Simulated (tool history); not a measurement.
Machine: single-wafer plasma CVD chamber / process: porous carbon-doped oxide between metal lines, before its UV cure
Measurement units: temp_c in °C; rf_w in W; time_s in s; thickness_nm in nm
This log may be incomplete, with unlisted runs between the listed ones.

| run | hour | temp_c | rf_w | time_s | thickness_nm |
|---|---|---|---|---|---|
| 1 | 0.0 | 300 | 560 | 15.7 | 83.015 |
| 2 | 1.1 | 304 | 560 | 15.7 | 81.228 |
| 3 | 4.6 | 304 | 600 | 15.7 | 85.777 |
| 4 | 5.7 | 309 | 595 | 15.7 | 82.395 |
| 5 | 12.6 | 309 | 595 | 15.7 | 82.264 |
| 6 | 20.0 | 309 | 595 | 16.2 | 84.912 |
| 7 | 23.5 | 313 | 590 | 16.2 | 83.220 |
| 8 | 24.4 | 316 | 580 | 16.2 | 80.156 |
| 9 | 27.4 | 318 | 580 | 16.2 | 79.188 |
| 10 | 29.3 | 320 | 580 | 16.2 | 78.789 |
| 11 | 35.0 | 321 | 575 | 16.2 | 77.994 |
|  | 39.8 | RF generator calibrated |
| 12 | 39.8 | 322 | 570 | 16.2 | 79.443 |

Estimate the outcome of run 13 from the log above:
| 13 | 45.2 | 322 | 555 | 16.2 | ? |

thickness_nm: 78.393 nm
